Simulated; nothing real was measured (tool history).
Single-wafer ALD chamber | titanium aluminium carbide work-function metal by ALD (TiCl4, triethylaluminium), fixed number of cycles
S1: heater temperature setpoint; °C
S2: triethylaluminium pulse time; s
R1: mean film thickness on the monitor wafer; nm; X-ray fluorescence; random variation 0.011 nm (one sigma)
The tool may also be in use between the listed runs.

{"run": 1, "hour": 0.0, "S1": 300, "S2": 7.29, "R1": 2.0005}
{"run": 2, "hour": 7.5, "S1": 303, "S2": 7.47, "R1": 2.0089}
{"run": 3, "hour": 10.7, "S1": 293, "S2": 7.47, "R1": 1.9134}
{"run": 4, "hour": 16.0, "S1": 297, "S2": 7.66, "R1": 1.9783}
{"run": 5, "hour": 21.7, "S1": 297, "S2": 6.52, "R1": 1.8922}
{"run": 6, "hour": 25.7, "S1": 306, "S2": 6.52, "R1": 1.9891}
{"run": 7, "hour": 30.7, "S1": 309, "S2": 6.68, "R1": 2.0166}

Forecast run 8:
{"run": 8, "hour": 38.2, "S1": 312, "S2": 6.89, "R1": "?"}

Run 8 gave R1 2.0722 nm.
